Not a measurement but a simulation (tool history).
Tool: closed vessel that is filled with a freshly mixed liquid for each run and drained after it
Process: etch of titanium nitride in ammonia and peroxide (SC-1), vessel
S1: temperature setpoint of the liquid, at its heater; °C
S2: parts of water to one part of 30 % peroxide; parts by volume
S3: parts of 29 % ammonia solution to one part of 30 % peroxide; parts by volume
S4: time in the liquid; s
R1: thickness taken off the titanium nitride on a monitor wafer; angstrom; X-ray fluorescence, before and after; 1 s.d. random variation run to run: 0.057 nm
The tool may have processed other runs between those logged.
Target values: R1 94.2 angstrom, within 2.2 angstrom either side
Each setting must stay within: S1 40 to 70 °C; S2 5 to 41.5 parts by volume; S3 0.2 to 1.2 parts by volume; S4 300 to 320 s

run	hour	S1	S2	S3	S4	R1
1	0	56	23	0.8	300	175.62
2	6.7	55	23	0.8	300	164.23
3	9.7	50	23	0.8	300	116.71
4	15.1	44	23	0.8	300	75.69
5	24.1	47.5	23	0.8	300	98.254
6	31.6	52	23	0.8	300	132.83
7	34.9	51.5	23	0.8	300	129.1
8	36.1	51	23	0.8	300	124.93
9	41.8	50.5	23	0.8	300	120.31
10	46.8	50	23	0.8	300	117.3
11	54.2	49.5	23	0.8	300	113.55
12	61.8	49	23	0.8	300	108.5
13	68.6	48.5	23	0.8	300	105.54
14	72.2	46.5	23	0.8	300	91.127

Of the 5 settings listed for the next run, only one would bring every result within its allowed miss of target. Which one?
A	75.8	46	24.5	0.75	315	?
B	75.8	47	21	0.6	300	?
C	75.8	46	22.5	0.8	300	?
D	75.8	47	22.5	1.1	300	?
E	75.8	48.5	26.5	0.5	300	?

move	R1
A	88.662
B	94.864
C	89.591
D	101.78
E	89.426
A: its largest miss is bigger than the last run's
B: all results in spec
C: its largest miss is bigger than the last run's
D: moves the result that the last run missed by most past its target, out the other side
E: its largest miss is bigger than the last run's
Correct choice: B, which meets every target

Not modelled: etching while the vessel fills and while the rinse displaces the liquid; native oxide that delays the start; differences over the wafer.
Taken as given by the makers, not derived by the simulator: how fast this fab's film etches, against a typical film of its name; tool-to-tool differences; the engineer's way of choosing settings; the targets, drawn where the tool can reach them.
